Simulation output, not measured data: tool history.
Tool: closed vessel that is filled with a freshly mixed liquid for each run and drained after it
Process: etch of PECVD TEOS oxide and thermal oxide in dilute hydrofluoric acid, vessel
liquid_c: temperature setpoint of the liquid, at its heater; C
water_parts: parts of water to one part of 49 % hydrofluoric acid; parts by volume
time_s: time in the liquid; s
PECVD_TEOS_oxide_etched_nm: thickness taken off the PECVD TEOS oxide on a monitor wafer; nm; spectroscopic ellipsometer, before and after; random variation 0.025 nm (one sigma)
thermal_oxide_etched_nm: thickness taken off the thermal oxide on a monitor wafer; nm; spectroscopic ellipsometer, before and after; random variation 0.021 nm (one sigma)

run    day  liquid_c  water_parts  time_s  PECVD_TEOS_oxide_etched_nm  thermal_oxide_etched_nm
  1      0        26          245      95                      5.2347                   1.6931
  2  0.183      24.5          245      95                      4.9651                   1.5878
  3  0.538      26.5          245      95                      5.4154                   1.6967
  4  0.871        23          245      95                      4.7071                   1.5324
  5  1.142        26          245      95                      5.2312                   1.7056
  6  1.342        26          215      95                      6.2045                   1.9734
  7  1.617      23.5          215      95                       5.677                   1.7787
  8  1.921        22          220      95                      5.2199                   1.6628
  9  2.292        21          220      95                      4.9973                   1.6288
 10  2.662      20.5          220      95                      4.9528                   1.6215

The next listed run, before its measurement:
 11  2.708        20          220      95                           ?                        ?

Run 11 gave PECVD_TEOS_oxide_etched_nm 4.788 nm, thermal_oxide_etched_nm 1.5657 nm.

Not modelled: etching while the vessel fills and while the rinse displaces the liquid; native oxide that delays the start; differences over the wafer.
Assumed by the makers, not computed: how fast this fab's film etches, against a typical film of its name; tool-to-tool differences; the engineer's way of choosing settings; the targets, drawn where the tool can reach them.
